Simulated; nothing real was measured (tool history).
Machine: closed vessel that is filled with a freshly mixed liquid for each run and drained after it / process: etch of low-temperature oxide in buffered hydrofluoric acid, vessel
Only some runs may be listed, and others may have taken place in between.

run,hour,temperature setpoint of the liquid (C),parts of 40 % ammonium fluoride to one part of 49 % hydrofluoric acid (parts by volume),time in the liquid (s),thickness taken off the low-temperature oxide on a monitor wafer (Å)
1,0,20,13,30,766.14
2,7.9,20.5,13,30,795.45
3,9.1,21,13,30,813.65
4,13.6,21,9.5,30,1084.5
5,17.4,20.5,9.5,30,1061.1
6,23.2,20.5,13,30,796.73

What does the tool deliver on the next run?
7,25.1,21,13,30,?

thickness taken off the low-temperature oxide on a monitor wafer (Å): 813.89
